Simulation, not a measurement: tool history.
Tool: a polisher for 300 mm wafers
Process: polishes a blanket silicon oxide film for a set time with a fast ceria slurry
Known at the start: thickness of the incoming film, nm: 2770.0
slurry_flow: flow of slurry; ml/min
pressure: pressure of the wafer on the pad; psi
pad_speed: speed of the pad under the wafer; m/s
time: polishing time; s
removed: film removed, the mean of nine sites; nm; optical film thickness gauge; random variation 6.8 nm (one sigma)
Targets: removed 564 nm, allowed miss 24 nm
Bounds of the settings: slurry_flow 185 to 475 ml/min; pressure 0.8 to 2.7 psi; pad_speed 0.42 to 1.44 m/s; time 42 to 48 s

run	hour	slurry_flow	pressure	pad_speed	time	removed
1	0	305	1.7	0.92	48	420.47
2	3.2	305	1.7	0.92	48	411.39
3	7.1	305	1.5	0.92	48	382.63
4	13.2	305	1.7	0.94	48	428.96
5	14.6	305	1.7	0.78	48	363.33
6	16	375	1.7	0.78	48	363.26
7	22.6	375	1.9	0.8	48	411.61
8	28.3	375	2.1	0.8	48	442.02

Which of these 5 next moves meets every target?
A	34	340	2.7	0.86	46	?
B	34	335	1.9	1.2	48	?
C	34	365	2.4	0.98	48	?
D	34	370	2.5	0.86	44	?
E	34	335	2.4	0.82	46	?

move	removed
A	569.91
B	608.15
C	611.59
D	512.05
E	490.83
A: meets every target
B: takes the result that was furthest off past its target
C: takes the result that was furthest off past its target
D: nearer than the last run, and not there yet
E: nearer than the last run, and not there yet
Move A is the one to make.
